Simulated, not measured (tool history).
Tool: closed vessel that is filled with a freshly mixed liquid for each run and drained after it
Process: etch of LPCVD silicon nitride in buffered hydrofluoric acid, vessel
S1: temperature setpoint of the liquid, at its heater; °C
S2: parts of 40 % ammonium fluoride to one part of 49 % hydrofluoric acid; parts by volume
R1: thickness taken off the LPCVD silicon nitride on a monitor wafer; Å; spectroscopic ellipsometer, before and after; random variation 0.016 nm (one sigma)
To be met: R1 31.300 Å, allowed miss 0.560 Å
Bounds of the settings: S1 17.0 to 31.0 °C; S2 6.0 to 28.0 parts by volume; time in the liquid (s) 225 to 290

run 1 hour=0.0 | S1=23.0 S2=17.0 time_in_the_liquid_(s)=290 | R1=23.505
run 2 hour=1.6 | S1=23.0 S2=19.5 time_in_the_liquid_(s)=290 | R1=20.332
run 3 hour=6.8 | S1=25.0 S2=19.5 time_in_the_liquid_(s)=290 | R1=22.810
run 4 hour=10.4 | S1=25.0 S2=15.5 time_in_the_liquid_(s)=290 | R1=28.536
run 5 hour=12.7 | S1=26.0 S2=15.5 time_in_the_liquid_(s)=290 | R1=29.828
run 6 hour=14.8 | S1=22.5 S2=15.5 time_in_the_liquid_(s)=290 | R1=24.924
run 7 hour=17.7 | S1=23.0 S2=15.5 time_in_the_liquid_(s)=290 | R1=25.615
run 8 hour=19.5 | S1=23.5 S2=15.5 time_in_the_liquid_(s)=290 | R1=26.033
run 9 hour=27.3 | S1=27.5 S2=15.5 time_in_the_liquid_(s)=290 | R1=32.415

Which of these 4 next moves meets every target?
run A hour=35.1 | S1=26.5 S2=14.5 time_in_the_liquid_(s)=290 | R1=?
run B hour=35.1 | S1=29.0 S2=12.5 time_in_the_liquid_(s)=230 | R1=?
run C hour=35.1 | S1=26.5 S2=14.0 time_in_the_liquid_(s)=275 | R1=?
run D hour=35.1 | S1=28.5 S2=16.0 time_in_the_liquid_(s)=275 | R1=?

move=A R1=32.986
move=B R1=34.564
move=C R1=32.375
move=D R1=31.602
A: further off than the last run
B: further off than the last run
C: as far off as the last run
D: meets every target
Answer: D

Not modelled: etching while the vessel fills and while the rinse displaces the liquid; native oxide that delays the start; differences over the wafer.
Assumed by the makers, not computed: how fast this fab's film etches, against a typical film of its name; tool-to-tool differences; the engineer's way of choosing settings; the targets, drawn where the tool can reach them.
